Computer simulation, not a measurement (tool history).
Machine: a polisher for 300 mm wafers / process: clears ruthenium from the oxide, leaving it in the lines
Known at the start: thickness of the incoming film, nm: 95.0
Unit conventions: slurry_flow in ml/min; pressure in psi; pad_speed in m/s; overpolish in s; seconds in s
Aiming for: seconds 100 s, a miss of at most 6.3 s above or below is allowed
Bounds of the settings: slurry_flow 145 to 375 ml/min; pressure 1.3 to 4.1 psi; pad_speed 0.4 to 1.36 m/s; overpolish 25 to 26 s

| run | hour | slurry_flow | pressure | pad_speed | overpolish | seconds |
|---|---|---|---|---|---|---|
| 1 | 0 | 240 | 2.7 | 0.88 | 25 | 66.133 |
| 2 | 6.9 | 240 | 2.7 | 0.88 | 25 | 65.363 |
| 3 | 14.9 | 240 | 2.5 | 0.88 | 25 | 70.587 |
| 4 | 17.8 | 240 | 2.4 | 0.88 | 25 | 75.874 |
| 5 | 21.5 | 240 | 2.4 | 0.88 | 25 | 73.59 |
| 6 | 30.4 | 240 | 2.3 | 0.88 | 25 | 77.145 |
| 7 | 36.9 | 240 | 2.2 | 0.88 | 25 | 79.455 |
| 8 | 40.9 | 240 | 2.1 | 0.88 | 25 | 88.473 |
| 9 | 47.5 | 240 | 2 | 0.88 | 25 | 86.918 |
| 10 | 49.3 | 240 | 1.9 | 0.88 | 25 | 92.34 |

Below are 4 possible settings for the next run. Only one of them brings all results inside the allowed miss of their targets. Which is it?
| A | 51.1 | 225 | 2.1 | 0.72 | 26 | ? |
| B | 51.1 | 175 | 2.5 | 0.76 | 26 | ? |
| C | 51.1 | 245 | 1.7 | 1.12 | 25 | ? |
| D | 51.1 | 190 | 2.3 | 0.94 | 26 | ? |

| move | seconds |
|---|---|
| A | 99.018 |
| B | 82.478 |
| C | 86.453 |
| D | 75.814 |
A: every result lands within tolerance
B: moves away from the targets compared with the last run
C: moves away from the targets compared with the last run
D: moves away from the targets compared with the last run
Correct choice: A, which meets every target
